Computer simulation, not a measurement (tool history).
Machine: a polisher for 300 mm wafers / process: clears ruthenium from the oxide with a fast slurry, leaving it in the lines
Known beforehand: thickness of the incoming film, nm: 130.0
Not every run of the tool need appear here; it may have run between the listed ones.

run	hour	flow of slurry (ml/min)	pressure of the wafer on the pad (kPa)	speed of the pad under the wafer (m/s)	abrasive content of the slurry	overpolish time after the end point (s)	time until the end point was called (s)	dishing of a wide line in a test structure (Å)
1	0	260	23.4	0.86	1	21	29.575	687.5
2	6.1	260	23.4	0.86	1	15	30.4	521.8
3	14.2	260	23.4	1.02	1	15	25.673	620.42
4	21.5	260	21.4	1.02	1	15	28.006	555.98
5	26.2	260	19.3	1.02	1	15	30.163	511.78
6	33.3	260	24.1	1.02	1	15	25.582	617.93
7	40.6	260	21.4	1	1	15	28.041	525.99

Run 8 has not been measured yet. What should we expect?
8	49.1	260	19.3	0.98	1	16	?	?

Run 8 came out at time until the end point was called (s) 31.415, dishing of a wide line in a test structure (Å) 531.54.
